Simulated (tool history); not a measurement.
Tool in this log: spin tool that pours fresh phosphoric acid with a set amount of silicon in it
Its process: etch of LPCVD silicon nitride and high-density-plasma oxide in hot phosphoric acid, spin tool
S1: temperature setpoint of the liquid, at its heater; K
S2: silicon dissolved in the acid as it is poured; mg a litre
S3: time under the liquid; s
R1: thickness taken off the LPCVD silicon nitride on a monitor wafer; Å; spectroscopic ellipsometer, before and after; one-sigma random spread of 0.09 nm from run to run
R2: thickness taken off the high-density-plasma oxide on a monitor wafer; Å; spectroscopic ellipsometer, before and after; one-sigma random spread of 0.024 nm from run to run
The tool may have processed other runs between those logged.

run 1 hour=0.0 | S1=434.15 S2=11.5 S3=180 | R1=168.58 R2=5.1201
run 2 hour=1.3 | S1=434.15 S2=11.5 S3=235 | R1=218.01 R2=6.5529
run 3 hour=7.9 | S1=433.65 S2=8.5 S3=190 | R1=178.43 R2=6.1492
run 4 hour=13.6 | S1=433.65 S2=8.5 S3=135 | R1=124.01 R2=4.3117
run 5 hour=22.5 | S1=434.65 S2=8.5 S3=135 | R1=127.97 R2=4.1908
run 6 hour=25.6 | S1=436.15 S2=8.5 S3=135 | R1=137.71 R2=4.7543
run 7 hour=27.1 | S1=436.15 S2=8.5 S3=135 | R1=136.62 R2=5.2080
run 8 hour=35.6 | S1=435.15 S2=7.5 S3=125 | R1=123.60 R2=4.4205
run 9 hour=38.7 | S1=434.15 S2=6.5 S3=120 | R1=114.02 R2=3.6148

Expected results for the next run?
run 10 hour=41.7 | S1=434.65 S2=4.5 S3=110 | R1=? R2=?

Logged for run 10: R1 105.45 Å, R2 3.5689 Å.
